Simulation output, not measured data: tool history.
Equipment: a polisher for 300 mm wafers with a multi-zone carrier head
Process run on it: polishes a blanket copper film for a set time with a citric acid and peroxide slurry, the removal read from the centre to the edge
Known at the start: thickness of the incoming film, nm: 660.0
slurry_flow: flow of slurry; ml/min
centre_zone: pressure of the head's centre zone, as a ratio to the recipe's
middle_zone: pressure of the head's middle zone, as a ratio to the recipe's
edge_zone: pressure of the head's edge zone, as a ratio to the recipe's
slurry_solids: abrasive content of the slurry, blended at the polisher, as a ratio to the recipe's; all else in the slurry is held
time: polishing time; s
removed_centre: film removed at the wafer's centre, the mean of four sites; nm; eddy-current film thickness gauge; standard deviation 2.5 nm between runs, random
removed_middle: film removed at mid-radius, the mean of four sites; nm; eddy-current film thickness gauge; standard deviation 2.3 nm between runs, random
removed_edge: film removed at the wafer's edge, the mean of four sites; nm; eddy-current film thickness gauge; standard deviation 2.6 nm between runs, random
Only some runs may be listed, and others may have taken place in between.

run 1 hour=0 | slurry_flow=230 centre_zone=1 middle_zone=1 edge_zone=1 slurry_solids=1 time=58 | removed_centre=151.21 removed_middle=161.02 removed_edge=159.42
run 2 hour=1.1 | slurry_flow=235 centre_zone=1.02 middle_zone=1.01 edge_zone=1.01 slurry_solids=1.05 time=59 | removed_centre=161.48 removed_middle=163.46 removed_edge=163.47
run 3 hour=7.8 | slurry_flow=235 centre_zone=1.02 middle_zone=1.01 edge_zone=1.04 slurry_solids=1.05 time=59 | removed_centre=162.69 removed_middle=165.03 removed_edge=166.59
run 4 hour=12 | slurry_flow=240 centre_zone=1.03 middle_zone=1.03 edge_zone=1.05 slurry_solids=1.1 time=60 | removed_centre=170.59 removed_middle=173.78 removed_edge=172.56
run 5 hour=13.5 | slurry_flow=240 centre_zone=1.03 middle_zone=1.03 edge_zone=0.98 slurry_solids=1.1 time=60 | removed_centre=171.38 removed_middle=173.8 removed_edge=165.33
run 6 hour=15.5 | slurry_flow=240 centre_zone=0.97 middle_zone=1.03 edge_zone=0.98 slurry_solids=1.1 time=60 | removed_centre=161.83 removed_middle=171.32 removed_edge=167.96
run 7 hour=19.3 | slurry_flow=285 centre_zone=1.07 middle_zone=1.09 edge_zone=1.08 slurry_solids=1.35 time=71 | removed_centre=228.15 removed_middle=234.04 removed_edge=225.89
run 8 hour=25 | slurry_flow=290 centre_zone=1.08 middle_zone=1.09 edge_zone=1.08 slurry_solids=1.35 time=71 | removed_centre=229.5 removed_middle=232.32 removed_edge=223.2
run 9 hour=32.5 | slurry_flow=290 centre_zone=1.09 middle_zone=1.09 edge_zone=1.08 slurry_solids=1.35 time=71 | removed_centre=229.51 removed_middle=226.79 removed_edge=223.18

Run 10 comes next. What will it give?
run 10 hour=39.1 | slurry_flow=290 centre_zone=1.1 middle_zone=1.1 edge_zone=1.07 slurry_solids=1.35 time=71 | removed_centre=? removed_middle=? removed_edge=?

{"run 10": {"removed_centre": 230.27, "removed_middle": 232.38, "removed_edge": 225.11}}
